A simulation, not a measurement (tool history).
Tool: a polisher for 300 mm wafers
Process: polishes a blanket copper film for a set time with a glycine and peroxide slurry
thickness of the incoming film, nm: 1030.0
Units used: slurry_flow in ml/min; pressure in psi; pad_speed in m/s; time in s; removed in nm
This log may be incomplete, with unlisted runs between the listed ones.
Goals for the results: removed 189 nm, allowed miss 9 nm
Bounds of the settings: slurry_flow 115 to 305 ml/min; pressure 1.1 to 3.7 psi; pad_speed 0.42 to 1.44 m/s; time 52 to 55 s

{"run": 1, "day": 0.0, "slurry_flow": 195, "pressure": 2.4, "pad_speed": 0.92, "time": 52, "removed": 250.05}
{"run": 2, "day": 0.342, "slurry_flow": 195, "pressure": 2.3, "pad_speed": 0.92, "time": 52, "removed": 239.01}
{"run": 3, "day": 0.371, "slurry_flow": 195, "pressure": 2.3, "pad_speed": 0.92, "time": 55, "removed": 258.84}
{"run": 4, "day": 0.712, "slurry_flow": 195, "pressure": 2.2, "pad_speed": 0.92, "time": 55, "removed": 247.01}
{"run": 5, "day": 0.804, "slurry_flow": 195, "pressure": 2.7, "pad_speed": 0.92, "time": 55, "removed": 287.14}
{"run": 6, "day": 1.121, "slurry_flow": 195, "pressure": 2.7, "pad_speed": 0.92, "time": 52, "removed": 271.5}
{"run": 7, "day": 1.375, "slurry_flow": 195, "pressure": 2.5, "pad_speed": 0.9, "time": 52, "removed": 249.35}
{"run": 8, "day": 1.575, "slurry_flow": 195, "pressure": 2.4, "pad_speed": 0.9, "time": 52, "removed": 237.74}
{"run": 9, "day": 1.817, "slurry_flow": 195, "pressure": 2.3, "pad_speed": 0.9, "time": 52, "removed": 239.29}
{"run": 10, "day": 1.892, "slurry_flow": 195, "pressure": 2.2, "pad_speed": 0.88, "time": 52, "removed": 224.38}
{"run": 11, "day": 1.979, "slurry_flow": 195, "pressure": 2.1, "pad_speed": 0.88, "time": 52, "removed": 220.08}
{"run": 12, "day": 2.121, "slurry_flow": 195, "pressure": 2, "pad_speed": 0.88, "time": 52, "removed": 211.89}
{"run": 13, "day": 2.462, "slurry_flow": 195, "pressure": 1.9, "pad_speed": 0.88, "time": 52, "removed": 209.33}
{"run": 14, "day": 2.833, "slurry_flow": 195, "pressure": 1.5, "pad_speed": 0.86, "time": 52, "removed": 171.74}
{"run": 15, "day": 2.871, "slurry_flow": 195, "pressure": 1.5, "pad_speed": 0.86, "time": 52, "removed": 173.01}

Exactly one of the 4 candidate moves below puts every result within its allowed miss. Which one?
{"run": "A", "day": 2.908, "slurry_flow": 215, "pressure": 1.5, "pad_speed": 0.74, "time": 52, "removed": "?"}
{"run": "B", "day": 2.908, "slurry_flow": 120, "pressure": 1.9, "pad_speed": 1.04, "time": 55, "removed": "?"}
{"run": "C", "day": 2.908, "slurry_flow": 210, "pressure": 1.8, "pad_speed": 0.76, "time": 54, "removed": "?"}
{"run": "D", "day": 2.908, "slurry_flow": 170, "pressure": 2.3, "pad_speed": 0.72, "time": 55, "removed": "?"}

move=A removed=161.65
move=B removed=221.6
move=C removed=192.23
move=D removed=220.86
A: lands further from the targets than the last run did
B: takes the biggest miss from the last run beyond its target
C: hits every target within its allowed miss
D: takes the biggest miss from the last run beyond its target
Answer: C
